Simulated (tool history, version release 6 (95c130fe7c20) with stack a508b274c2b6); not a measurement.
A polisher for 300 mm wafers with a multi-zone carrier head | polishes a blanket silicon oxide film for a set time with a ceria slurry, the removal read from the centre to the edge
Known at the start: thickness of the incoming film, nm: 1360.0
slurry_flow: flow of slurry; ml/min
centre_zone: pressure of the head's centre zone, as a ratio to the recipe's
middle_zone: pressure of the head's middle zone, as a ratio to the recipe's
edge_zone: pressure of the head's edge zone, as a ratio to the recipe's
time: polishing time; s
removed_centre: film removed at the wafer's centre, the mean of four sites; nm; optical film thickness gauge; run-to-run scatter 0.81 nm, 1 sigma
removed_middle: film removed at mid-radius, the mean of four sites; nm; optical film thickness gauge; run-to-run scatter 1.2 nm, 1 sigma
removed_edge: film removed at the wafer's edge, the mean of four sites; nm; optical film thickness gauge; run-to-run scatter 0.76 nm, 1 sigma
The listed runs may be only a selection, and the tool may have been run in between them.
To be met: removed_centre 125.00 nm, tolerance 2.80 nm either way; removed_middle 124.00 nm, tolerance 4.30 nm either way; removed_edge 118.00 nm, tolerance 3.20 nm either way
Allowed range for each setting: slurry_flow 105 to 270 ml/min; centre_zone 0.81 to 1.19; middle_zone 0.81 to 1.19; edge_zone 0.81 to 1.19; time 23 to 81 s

run,hour,slurry_flow,centre_zone,middle_zone,edge_zone,time,removed_centre,removed_middle,removed_edge
1,0.0,175,1.00,1.00,1.00,52,217.43,221.06,213.89
2,2.9,175,0.92,1.00,1.00,52,201.72,216.81,215.41
3,8.6,175,0.92,1.00,1.00,43,165.13,181.70,177.94
4,13.4,175,0.92,1.00,0.92,43,166.89,182.51,170.74
5,22.3,170,0.93,0.98,0.90,39,150.54,161.39,154.22
6,27.5,190,0.93,0.98,0.90,39,156.57,166.12,157.29
7,33.5,180,0.94,0.97,0.88,36,143.99,150.99,140.78
8,38.6,165,0.94,0.95,0.86,35,136.29,137.62,133.10
9,46.0,165,0.94,0.95,0.86,35,135.73,138.39,133.59
10,51.1,130,0.97,0.94,0.81,30,114.75,112.87,108.56
11,57.6,140,0.97,0.94,0.82,30,116.62,114.98,111.67
12,65.2,150,0.97,0.94,0.82,30,118.38,114.83,111.85
13,73.9,160,0.97,0.94,0.82,30,120.44,118.65,111.86
14,81.1,165,0.97,0.94,0.83,30,121.15,118.64,114.00
15,88.8,170,0.97,0.94,0.83,30,123.08,118.55,114.75
16,91.9,175,0.97,0.94,0.83,30,123.01,119.55,114.02
17,94.2,180,0.97,0.94,0.83,30,122.31,122.08,115.04

Exactly one of the 5 candidate moves below puts every result within its allowed miss. Which one?
A,96.5,185,0.98,0.99,0.82,29,?,?,?
B,96.5,125,0.96,0.95,0.82,32,?,?,?
C,96.5,225,0.91,0.98,0.81,29,?,?,?
D,96.5,175,0.95,0.99,0.84,30,?,?,?
E,96.5,105,1.00,0.97,0.81,34,?,?,?

move,removed_centre,removed_middle,removed_edge
A,120.95,121.92,111.52
B,118.84,119.52,115.96
C,116.01,124.55,113.43
D,119.95,124.93,115.69
E,123.91,122.63,118.26
A: further off than the last run
B: further off than the last run
C: further off than the last run
D: further off than the last run
E: all results in spec
The right move is E.
